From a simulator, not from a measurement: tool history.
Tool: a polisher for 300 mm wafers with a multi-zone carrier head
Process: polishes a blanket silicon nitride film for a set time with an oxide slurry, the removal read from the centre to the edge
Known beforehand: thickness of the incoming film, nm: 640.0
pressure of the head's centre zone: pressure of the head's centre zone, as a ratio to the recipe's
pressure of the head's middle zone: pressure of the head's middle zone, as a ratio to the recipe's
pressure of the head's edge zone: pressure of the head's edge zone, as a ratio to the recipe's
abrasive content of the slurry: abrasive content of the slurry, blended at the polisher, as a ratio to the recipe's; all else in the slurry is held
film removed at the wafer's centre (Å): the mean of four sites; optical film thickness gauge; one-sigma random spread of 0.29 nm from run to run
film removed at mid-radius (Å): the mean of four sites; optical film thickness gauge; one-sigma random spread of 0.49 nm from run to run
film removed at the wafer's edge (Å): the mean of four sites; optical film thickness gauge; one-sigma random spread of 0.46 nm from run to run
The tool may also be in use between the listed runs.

run  hour  flow of slurry (ml/min)  pressure of the head's centre zone  pressure of the head's middle zone  pressure of the head's edge zone  abrasive content of the slurry  polishing time (s)  film removed at the wafer's centre (Å)  film removed at mid-radius (Å)  film removed at the wafer's edge (Å)
  1   0.0                      310                                1.00                                1.00                              1.00                            1.00                  80                                  641.61                          659.84                                681.52
  2   5.5                      310                                1.00                                1.00                              0.94                            1.00                  80                                  640.74                          654.61                                656.34
  3  11.2                      310                                1.00                                1.00                              0.94                            1.00                  99                                  806.07                          824.00                                814.20
  4  16.2                      305                                0.96                                0.98                              0.91                            0.85                  84                                  593.68                          627.54                                622.46
  5  23.2                      305                                0.96                                0.98                              0.91                            0.85                  92                                  649.10                          701.65                                695.97
  6  29.0                      305                                0.96                                0.91                              0.91                            0.85                  92                                  651.43                          655.94                                693.08
  7  35.3                      300                                0.94                                0.90                              0.89                            0.75                  80                                  522.37                          511.29                                561.69
  8  38.4                      295                                0.91                                0.92                              0.87                            0.65                  72                                  417.39                          449.90                                459.46
  9  46.9                      295                                0.91                                0.92                              0.87                            0.65                  72                                  423.73                          440.98                                467.09
 10  50.5                      290                                0.89                                0.92                              0.86                            0.60                  68                                  372.83                          411.44                                410.57
 11  59.4                      290                                0.89                                0.92                              0.86                            0.60                  68                                  374.20                          401.16                                415.90
 12  63.1                      285                                0.88                                0.91                              0.85                            0.55                  66                                  340.06                          368.44                                381.69
 13  64.1                      270                                0.87                                0.90                              0.84                            0.55                  66                                  333.88                          372.89                                383.34
 14  66.6                      275                                0.87                                0.89                              0.83                            0.55                  64                                  327.37                          345.00                                367.18
 15  74.2                      265                                0.86                                0.89                              0.82                            0.55                  64                                  318.06                          352.47                                362.70

Expected results for the next run?
 16  79.0                      260                                0.86                                0.88                              0.82                            0.55                  64                                       ?                               ?                                     ?

{"run 16": {"film removed at the wafer's centre (Å)": 316.83, "film removed at mid-radius (Å)": 341.97, "film removed at the wafer's edge (Å)": 365.0}}
